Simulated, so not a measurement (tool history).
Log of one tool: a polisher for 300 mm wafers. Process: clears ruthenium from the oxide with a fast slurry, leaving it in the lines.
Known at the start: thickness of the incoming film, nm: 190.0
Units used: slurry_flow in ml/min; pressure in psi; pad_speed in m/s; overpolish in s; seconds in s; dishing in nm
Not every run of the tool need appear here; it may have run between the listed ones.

Run 1, hour 0: slurry_flow 120 ml/min, pressure 1.8 psi, pad_speed 1 m/s, slurry_solids 1, overpolish 17 s. Result: seconds 88.739 s, dishing 26.88 nm.
Run 2, hour 7.1: slurry_flow 120 ml/min, pressure 1.4 psi, pad_speed 1 m/s, slurry_solids 1, overpolish 17 s. Result: seconds 107.68 s, dishing 22.215 nm.
Run 3, hour 14.6: slurry_flow 120 ml/min, pressure 1.3 psi, pad_speed 1.06 m/s, slurry_solids 1, overpolish 15 s. Result: seconds 106.58 s, dishing 19.853 nm.
Run 4, hour 19.9: slurry_flow 120 ml/min, pressure 1.3 psi, pad_speed 0.82 m/s, slurry_solids 1, overpolish 15 s. Result: seconds 133.08 s, dishing 16.389 nm.
Run 5, hour 24.4: slurry_flow 120 ml/min, pressure 1.3 psi, pad_speed 0.82 m/s, slurry_solids 0.9, overpolish 15 s. Result: seconds 136.09 s, dishing 15.571 nm.
Run 6, hour 27.4: slurry_flow 120 ml/min, pressure 1.3 psi, pad_speed 0.82 m/s, slurry_solids 0.7, overpolish 15 s. Result: seconds 145.73 s, dishing 15.299 nm.
Run 7, hour 36.1: slurry_flow 120 ml/min, pressure 1.3 psi, pad_speed 0.82 m/s, slurry_solids 0.7, overpolish 15 s. Result: seconds 152.54 s, dishing 14.838 nm.

Run 8, settings as shown, results not yet in. Your forecast:
Run 8, hour 39.6: slurry_flow 130 ml/min, pressure 1.2 psi, pad_speed 0.84 m/s, slurry_solids 0.85, overpolish 13 s. Result: seconds ?, dishing ?.

{"run 8": {"seconds": 143.16, "dishing": 13.469}}
